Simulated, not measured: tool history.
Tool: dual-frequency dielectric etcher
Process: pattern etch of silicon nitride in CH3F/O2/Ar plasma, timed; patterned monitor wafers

run	hour	source power (kW)	bias power (kW)	etch time (s)	mean etch depth across the wafer (nm)
1	0	0.53	0.093	69	62.638
2	2.2	0.52	0.093	69	62.34
3	4.6	0.51	0.093	69	61.661
4	6.7	0.55	0.093	69	63.59
5	7.9	0.53	0.093	69	62.441
6	8.8	0.52	0.093	69	62.179
7	10.4	0.51	0.093	69	61.731

Run 8 comes next. What will it give?
8	12.1	0.5	0.093	69	?

mean etch depth across the wafer (nm): 61.371
